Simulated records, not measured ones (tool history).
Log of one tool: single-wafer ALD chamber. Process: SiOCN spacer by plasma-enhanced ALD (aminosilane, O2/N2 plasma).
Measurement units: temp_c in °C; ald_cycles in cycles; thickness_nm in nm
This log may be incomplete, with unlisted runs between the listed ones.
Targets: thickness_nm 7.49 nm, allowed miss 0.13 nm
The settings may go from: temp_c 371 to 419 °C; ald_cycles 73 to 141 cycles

run,hour,temp_c,ald_cycles,thickness_nm
1,0,395,107,6.1669
2,8,395,122,7.0683
3,17.1,395,133,7.737
4,23.9,395,140,8.1512
5,27.1,395,137,7.9972
6,29.7,395,135,7.8631
7,31.3,395,134,7.7572
8,38.3,395,133,7.7283
9,42.1,395,132,7.7036

Pick the move, out of 4, that brings all results within their allowed miss; only one does.
A,45.9,384,135,?
B,45.9,397,124,?
C,45.9,391,129,?
D,45.9,389,124,?

move,thickness_nm
A,7.8149
B,7.1782
C,7.4676
D,7.1782
A: moves away from the targets compared with the last run
B: takes the biggest miss from the last run beyond its target
C: all results in spec
D: takes the biggest miss from the last run beyond its target
The move that meets every target is C.
